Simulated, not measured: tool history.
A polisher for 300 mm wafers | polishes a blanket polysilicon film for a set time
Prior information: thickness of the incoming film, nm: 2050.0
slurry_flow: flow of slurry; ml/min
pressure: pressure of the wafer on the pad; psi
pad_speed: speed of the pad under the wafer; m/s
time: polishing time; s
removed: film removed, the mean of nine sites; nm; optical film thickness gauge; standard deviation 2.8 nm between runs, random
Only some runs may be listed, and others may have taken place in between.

Run 1, hour 0.0: slurry_flow 160 ml/min, pressure 2.9 psi, pad_speed 0.96 m/s, time 39 s. Result: removed 352.35 nm.
Run 2, hour 5.9: slurry_flow 160 ml/min, pressure 2.7 psi, pad_speed 0.96 m/s, time 39 s. Result: removed 333.24 nm.
Run 3, hour 11.6: slurry_flow 160 ml/min, pressure 2.4 psi, pad_speed 0.96 m/s, time 39 s. Result: removed 293.83 nm.
Run 4, hour 12.9: slurry_flow 160 ml/min, pressure 2.3 psi, pad_speed 0.96 m/s, time 39 s. Result: removed 284.20 nm.
Run 5, hour 18.6: slurry_flow 160 ml/min, pressure 2.3 psi, pad_speed 0.76 m/s, time 39 s. Result: removed 231.34 nm.
Run 6, hour 24.2: slurry_flow 160 ml/min, pressure 1.6 psi, pad_speed 0.76 m/s, time 39 s. Result: removed 163.73 nm.
Run 7, hour 31.6: slurry_flow 160 ml/min, pressure 1.8 psi, pad_speed 0.76 m/s, time 39 s. Result: removed 181.51 nm.
Run 8, hour 37.5: slurry_flow 160 ml/min, pressure 1.9 psi, pad_speed 0.76 m/s, time 39 s. Result: removed 190.53 nm.

Forecast run 9:
Run 9, hour 40.3: slurry_flow 160 ml/min, pressure 2.0 psi, pad_speed 0.76 m/s, time 39 s. Result: removed ?.

{"run 9": {"removed": 204.02}}
